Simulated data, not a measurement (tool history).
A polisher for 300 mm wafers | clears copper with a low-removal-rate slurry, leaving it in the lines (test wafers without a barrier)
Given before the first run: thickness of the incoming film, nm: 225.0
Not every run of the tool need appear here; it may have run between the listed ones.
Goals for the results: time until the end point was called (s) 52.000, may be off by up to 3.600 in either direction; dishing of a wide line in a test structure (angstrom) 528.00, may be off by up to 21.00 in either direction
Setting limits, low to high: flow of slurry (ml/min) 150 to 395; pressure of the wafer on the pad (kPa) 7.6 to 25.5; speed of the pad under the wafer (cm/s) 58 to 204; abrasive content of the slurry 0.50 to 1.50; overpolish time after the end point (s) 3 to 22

run	day	flow of slurry (ml/min)	pressure of the wafer on the pad (kPa)	speed of the pad under the wafer (cm/s)	abrasive content of the slurry	overpolish time after the end point (s)	time until the end point was called (s)	dishing of a wide line in a test structure (angstrom)
1	0.000	250	16.5	130	1.00	11	62.974	295.55
2	0.358	245	17.9	130	1.00	13	61.262	359.89
3	0.475	240	19.3	130	1.00	14	56.456	403.21
4	0.675	240	20.0	132	1.00	15	56.547	445.78
5	0.804	240	20.7	132	1.00	15	52.659	446.33
6	0.879	240	20.7	132	1.00	11	54.496	348.44
7	1.175	230	20.7	134	1.00	13	52.271	405.16
8	1.500	230	20.7	134	1.00	14	54.380	416.57

Exercise: of the 4 proposed moves below, exactly one satisfies all targets within the stated allowed misses. Which move is it?
A	1.825	255	20.0	116	0.95	18	?	?
B	1.825	150	20.0	154	1.10	18	?	?
C	1.825	245	18.6	122	1.05	19	?	?
D	1.825	255	22.1	136	1.05	20	?	?

move	time until the end point was called (s)	dishing of a wide line in a test structure (angstrom)
A	61.446	475.73
B	52.333	538.98
C	61.774	491.68
D	49.724	611.14
A: moves toward the targets from the last run without getting all of them in spec
B: in spec on every target
C: moves toward the targets from the last run without getting all of them in spec
D: pushes the last run's worst result past its target
So the answer is move B, the one that meets all the targets.
